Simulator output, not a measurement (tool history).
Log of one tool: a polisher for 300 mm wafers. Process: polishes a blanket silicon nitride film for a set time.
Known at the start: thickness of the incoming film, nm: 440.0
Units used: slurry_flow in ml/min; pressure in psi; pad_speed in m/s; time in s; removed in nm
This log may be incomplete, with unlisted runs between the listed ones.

Run 1, hour 0: slurry_flow 125 ml/min, pressure 3.6 psi, pad_speed 0.84 m/s, time 62 s. Result: removed 110.57 nm.
Run 2, hour 7.7: slurry_flow 120 ml/min, pressure 3.3 psi, pad_speed 0.82 m/s, time 62 s. Result: removed 100.39 nm.
Run 3, hour 14.2: slurry_flow 120 ml/min, pressure 3.3 psi, pad_speed 0.82 m/s, time 65 s. Result: removed 104.12 nm.
Run 4, hour 19.1: slurry_flow 115 ml/min, pressure 3.1 psi, pad_speed 0.78 m/s, time 65 s. Result: removed 94.715 nm.
Run 5, hour 27.2: slurry_flow 115 ml/min, pressure 2.7 psi, pad_speed 0.78 m/s, time 65 s. Result: removed 82.735 nm.
Run 6, hour 27.7: slurry_flow 115 ml/min, pressure 3.4 psi, pad_speed 0.78 m/s, time 65 s. Result: removed 102.74 nm.
Run 7, hour 35.2: slurry_flow 110 ml/min, pressure 3.2 psi, pad_speed 0.76 m/s, time 65 s. Result: removed 94.939 nm.

For run 8, what comes out?
At hour 36.5: head pressure recalibrated.
Run 8, hour 36.5: slurry_flow 110 ml/min, pressure 3 psi, pad_speed 0.74 m/s, time 65 s. Result: removed ?.

{"run 8": {"removed": 77.238}}
